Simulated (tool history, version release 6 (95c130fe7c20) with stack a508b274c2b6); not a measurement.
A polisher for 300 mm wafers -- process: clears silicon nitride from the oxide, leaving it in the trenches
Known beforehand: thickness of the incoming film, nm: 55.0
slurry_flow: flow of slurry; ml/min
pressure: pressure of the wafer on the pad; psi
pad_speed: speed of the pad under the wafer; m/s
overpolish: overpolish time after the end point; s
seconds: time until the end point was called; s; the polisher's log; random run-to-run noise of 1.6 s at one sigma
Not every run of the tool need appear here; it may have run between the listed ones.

{"run": 1, "hour": 0.0, "slurry_flow": 135, "pressure": 2.3, "pad_speed": 0.82, "overpolish": 8, "seconds": 89.131}
{"run": 2, "hour": 4.9, "slurry_flow": 135, "pressure": 2.3, "pad_speed": 0.98, "overpolish": 8, "seconds": 75.962}
{"run": 3, "hour": 11.1, "slurry_flow": 135, "pressure": 2.3, "pad_speed": 0.98, "overpolish": 8, "seconds": 73.411}
{"run": 4, "hour": 11.8, "slurry_flow": 120, "pressure": 2.3, "pad_speed": 0.98, "overpolish": 8, "seconds": 76.791}
{"run": 5, "hour": 12.5, "slurry_flow": 120, "pressure": 2.5, "pad_speed": 0.98, "overpolish": 8, "seconds": 68.447}
{"run": 6, "hour": 15.9, "slurry_flow": 120, "pressure": 3.0, "pad_speed": 0.98, "overpolish": 8, "seconds": 59.792}
{"run": 7, "hour": 17.3, "slurry_flow": 120, "pressure": 2.7, "pad_speed": 0.96, "overpolish": 8, "seconds": 67.533}

Expected results for the next run?
{"run": 8, "hour": 19.2, "slurry_flow": 120, "pressure": 2.4, "pad_speed": 0.94, "overpolish": 8, "seconds": "?"}

{"run 8": {"seconds": 76.322}}
